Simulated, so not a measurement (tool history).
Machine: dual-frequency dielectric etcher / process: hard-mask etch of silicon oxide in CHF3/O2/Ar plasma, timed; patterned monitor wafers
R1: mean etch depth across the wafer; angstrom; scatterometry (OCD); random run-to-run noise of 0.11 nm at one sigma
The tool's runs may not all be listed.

Run 1, hour 0.0: source power (W) 720, bias power (W) 183, etch time (s) 11.5. Result: R1 269.94 angstrom.
Run 2, hour 4.4: source power (W) 700, bias power (W) 177, etch time (s) 11.5. Result: R1 261.61 angstrom.
Run 3, hour 7.8: source power (W) 770, bias power (W) 177, etch time (s) 11.5. Result: R1 271.81 angstrom.
Run 4, hour 16.4: source power (W) 740, bias power (W) 171, etch time (s) 11.5. Result: R1 266.33 angstrom.
Run 5, hour 18.4: source power (W) 740, bias power (W) 145, etch time (s) 11.5. Result: R1 251.37 angstrom.
Run 6, hour 21.2: source power (W) 710, bias power (W) 142, etch time (s) 11.5. Result: R1 246.12 angstrom.

Run 7, settings as shown, results not yet in. Your forecast:
Run 7, hour 29.3: source power (W) 690, bias power (W) 139, etch time (s) 11.5. Result: R1 ?.

R1: 240.67 angstrom

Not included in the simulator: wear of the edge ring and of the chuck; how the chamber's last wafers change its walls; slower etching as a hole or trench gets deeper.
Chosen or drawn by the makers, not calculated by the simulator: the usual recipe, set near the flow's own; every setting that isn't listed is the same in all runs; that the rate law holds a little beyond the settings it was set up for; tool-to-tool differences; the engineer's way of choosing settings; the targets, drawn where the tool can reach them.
